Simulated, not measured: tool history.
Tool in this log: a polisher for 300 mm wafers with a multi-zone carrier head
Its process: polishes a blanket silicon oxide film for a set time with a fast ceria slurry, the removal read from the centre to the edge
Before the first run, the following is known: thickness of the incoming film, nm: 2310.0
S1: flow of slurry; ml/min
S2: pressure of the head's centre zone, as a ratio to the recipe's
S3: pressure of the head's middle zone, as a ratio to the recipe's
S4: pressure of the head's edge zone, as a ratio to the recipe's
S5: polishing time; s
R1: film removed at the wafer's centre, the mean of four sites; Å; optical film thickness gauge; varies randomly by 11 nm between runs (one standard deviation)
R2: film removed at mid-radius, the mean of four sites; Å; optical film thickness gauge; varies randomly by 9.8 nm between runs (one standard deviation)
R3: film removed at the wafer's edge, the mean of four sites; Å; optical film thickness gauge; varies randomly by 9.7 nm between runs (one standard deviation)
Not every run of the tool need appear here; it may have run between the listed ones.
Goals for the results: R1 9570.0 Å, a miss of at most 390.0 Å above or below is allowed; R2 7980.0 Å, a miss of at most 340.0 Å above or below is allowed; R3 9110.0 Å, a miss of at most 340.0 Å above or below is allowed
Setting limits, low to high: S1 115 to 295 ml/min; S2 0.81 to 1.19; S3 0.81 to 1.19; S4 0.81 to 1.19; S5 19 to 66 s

| run | hour | S1 | S2 | S3 | S4 | S5 | R1 | R2 | R3 |
|---|---|---|---|---|---|---|---|---|---|
| 1 | 0.0 | 190 | 1.00 | 1.00 | 1.00 | 42 | 9240.3 | 9183.0 | 9289.3 |
| 2 | 7.1 | 185 | 1.01 | 0.98 | 1.00 | 42 | 9249.6 | 9064.4 | 9093.4 |
| 3 | 14.2 | 185 | 1.02 | 0.95 | 1.02 | 42 | 9497.3 | 8981.3 | 9435.2 |
| 4 | 19.9 | 185 | 1.02 | 0.95 | 1.10 | 42 | 9256.3 | 8881.9 | 9877.3 |
| 5 | 26.4 | 185 | 1.02 | 1.00 | 1.10 | 42 | 9521.7 | 9205.5 | 9827.5 |
| 6 | 32.7 | 185 | 1.02 | 1.00 | 1.06 | 42 | 9482.0 | 9297.8 | 9618.3 |
| 7 | 35.8 | 180 | 1.03 | 0.97 | 1.05 | 42 | 9629.2 | 9105.2 | 9477.3 |
| 8 | 38.9 | 180 | 1.04 | 0.94 | 1.05 | 42 | 9699.9 | 8679.2 | 9494.7 |
| 9 | 40.7 | 175 | 1.04 | 0.93 | 1.05 | 42 | 9702.0 | 8832.6 | 9456.3 |
| 10 | 43.9 | 175 | 1.04 | 0.91 | 1.05 | 42 | 9711.9 | 8688.0 | 9463.9 |
| 11 | 46.1 | 150 | 1.06 | 0.84 | 1.02 | 41 | 9103.0 | 7635.6 | 9066.6 |
| 12 | 52.1 | 155 | 1.06 | 0.84 | 1.02 | 41 | 9447.5 | 7632.3 | 8993.4 |

Pick the move, out of 4, that brings all results within their allowed miss; only one does.
| A | 58.1 | 125 | 1.06 | 0.85 | 0.93 | 45 | ? | ? | ? |
| B | 58.1 | 200 | 1.06 | 0.81 | 1.05 | 43 | ? | ? | ? |
| C | 58.1 | 155 | 1.03 | 0.82 | 1.10 | 44 | ? | ? | ? |
| D | 58.1 | 125 | 1.07 | 0.83 | 1.02 | 42 | ? | ? | ? |

| move | R1 | R2 | R3 |
|---|---|---|---|
| A | 9693.6 | 8102.0 | 9127.8 |
| B | 10276.0 | 8162.6 | 9886.6 |
| C | 9722.1 | 8071.5 | 10024.0 |
| D | 9132.0 | 7414.4 | 8905.3 |
A: all results land within tolerance of their targets
B: corrects the largest miss of the last run, while another result sits out of spec
C: corrects the largest miss of the last run, while another result sits out of spec
D: the biggest miss grows against the last run
A is the move that brings every result within its allowed miss.
